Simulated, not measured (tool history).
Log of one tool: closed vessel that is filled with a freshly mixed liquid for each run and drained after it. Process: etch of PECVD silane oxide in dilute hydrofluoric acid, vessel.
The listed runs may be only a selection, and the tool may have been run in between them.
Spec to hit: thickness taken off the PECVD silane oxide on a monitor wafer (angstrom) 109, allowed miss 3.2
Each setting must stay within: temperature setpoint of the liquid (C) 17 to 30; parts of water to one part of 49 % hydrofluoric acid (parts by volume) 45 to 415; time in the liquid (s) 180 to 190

run,hour,temperature setpoint of the liquid (C),parts of water to one part of 49 % hydrofluoric acid (parts by volume),time in the liquid (s),thickness taken off the PECVD silane oxide on a monitor wafer (angstrom)
1,0,22,230,180,166.3
2,6.2,25,230,180,181.7
3,13.8,23.5,245,180,160.37
4,14.9,23.5,245,180,158.75
5,20.2,23.5,245,190,166.89
6,24,21.5,245,190,156.98
7,31.4,20.5,255,190,144.6
8,32.5,20,260,190,135.79
9,38.2,19.5,265,190,133.88
10,42,19,270,190,128.66
11,47.7,18.5,275,190,122.36
12,53.3,18,280,190,115.42

4 candidate next runs follow, results not yet known. Just one meets every target within its allowed miss. Identify it.
A,58.9,17.5,290,180,?
B,58.9,19,290,180,?
C,58.9,20,330,185,?
D,58.9,21.5,330,180,?

move,thickness taken off the PECVD silane oxide on a monitor wafer (angstrom)
A,103.94
B,109.95
C,99.458
D,102.08
A: takes the biggest miss from the last run beyond its target
B: every result within its allowed miss
C: takes the biggest miss from the last run beyond its target
D: takes the biggest miss from the last run beyond its target
Correct choice: B, which meets every target
